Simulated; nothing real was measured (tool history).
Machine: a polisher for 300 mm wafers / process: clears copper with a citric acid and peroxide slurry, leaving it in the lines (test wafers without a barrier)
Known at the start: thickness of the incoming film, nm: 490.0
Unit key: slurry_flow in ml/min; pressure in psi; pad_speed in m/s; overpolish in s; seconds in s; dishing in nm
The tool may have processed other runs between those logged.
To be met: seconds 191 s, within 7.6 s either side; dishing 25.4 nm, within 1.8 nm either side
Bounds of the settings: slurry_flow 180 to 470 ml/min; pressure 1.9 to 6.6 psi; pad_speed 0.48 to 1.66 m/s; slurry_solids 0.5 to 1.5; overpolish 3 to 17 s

run,hour,slurry_flow,pressure,pad_speed,slurry_solids,overpolish,seconds,dishing
1,0,300,4.2,1.06,1,9,147.62,20.376
2,1.9,300,4.1,1.06,1,10,149.8,21.514
3,8.3,300,4,1.06,1,11,152.58,23.833
4,11.3,300,3.9,1.06,1,11,153.23,23.336
5,14.1,300,3.8,1.06,1,11,158.32,23.188
6,17.5,300,3.7,1.06,1,11,162.25,22.358
7,24.3,300,3.6,1.06,1,11,164.62,22.935
8,28.4,300,3.5,1.06,1,11,165.83,21.899
9,31.4,300,3.4,1.06,1,11,169.88,21.074
10,38.4,300,3.3,1.06,1,11,177.15,21.067

Exactly one of the 5 candidate moves below puts every result within its allowed miss. Which one?
A,45.4,270,3.6,1,1,9,?,?
B,45.4,285,2.9,1.1,0.9,15,?,?
C,45.4,325,3.3,1.18,1.05,10,?,?
D,45.4,325,3.7,0.98,0.95,7,?,?
E,45.4,295,3.2,1.02,1,10,?,?

move,seconds,dishing
A,177.06,17.441
B,194.13,25.427
C,159.06,21.181
D,174.97,13.933
E,188.27,18.124
A: further off than the last run
B: hits every target within its allowed miss
C: further off than the last run
D: further off than the last run
E: further off than the last run
So the answer is move B, the one that meets all the targets.

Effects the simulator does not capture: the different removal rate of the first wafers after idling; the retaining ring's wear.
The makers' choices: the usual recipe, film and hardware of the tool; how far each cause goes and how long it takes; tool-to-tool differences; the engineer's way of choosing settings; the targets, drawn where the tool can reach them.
